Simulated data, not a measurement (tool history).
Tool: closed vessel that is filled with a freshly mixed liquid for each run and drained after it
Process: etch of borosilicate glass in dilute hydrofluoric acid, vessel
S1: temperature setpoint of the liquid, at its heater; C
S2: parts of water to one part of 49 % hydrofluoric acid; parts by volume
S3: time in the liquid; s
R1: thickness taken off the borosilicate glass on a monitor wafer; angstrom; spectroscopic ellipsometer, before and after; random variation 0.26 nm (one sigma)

{"run": 1, "hour": 0.0, "S1": 25.0, "S2": 215, "S3": 350, "R1": 333.08}
{"run": 2, "hour": 7.6, "S1": 25.0, "S2": 215, "S3": 380, "R1": 359.52}
{"run": 3, "hour": 11.5, "S1": 27.0, "S2": 205, "S3": 380, "R1": 409.75}
{"run": 4, "hour": 14.6, "S1": 28.5, "S2": 195, "S3": 380, "R1": 456.79}
{"run": 5, "hour": 16.1, "S1": 28.5, "S2": 195, "S3": 350, "R1": 423.3}
{"run": 6, "hour": 18.0, "S1": 25.5, "S2": 195, "S3": 350, "R1": 379.99}
{"run": 7, "hour": 26.0, "S1": 27.5, "S2": 185, "S3": 350, "R1": 432.27}
{"run": 8, "hour": 30.2, "S1": 29.0, "S2": 180, "S3": 350, "R1": 477.04}
{"run": 9, "hour": 30.9, "S1": 30.0, "S2": 175, "S3": 350, "R1": 507.22}

The next listed run, before its measurement:
{"run": 10, "hour": 35.6, "S1": 30.0, "S2": 175, "S3": 350, "R1": "?"}

Run 10 gave R1 510.46 angstrom.

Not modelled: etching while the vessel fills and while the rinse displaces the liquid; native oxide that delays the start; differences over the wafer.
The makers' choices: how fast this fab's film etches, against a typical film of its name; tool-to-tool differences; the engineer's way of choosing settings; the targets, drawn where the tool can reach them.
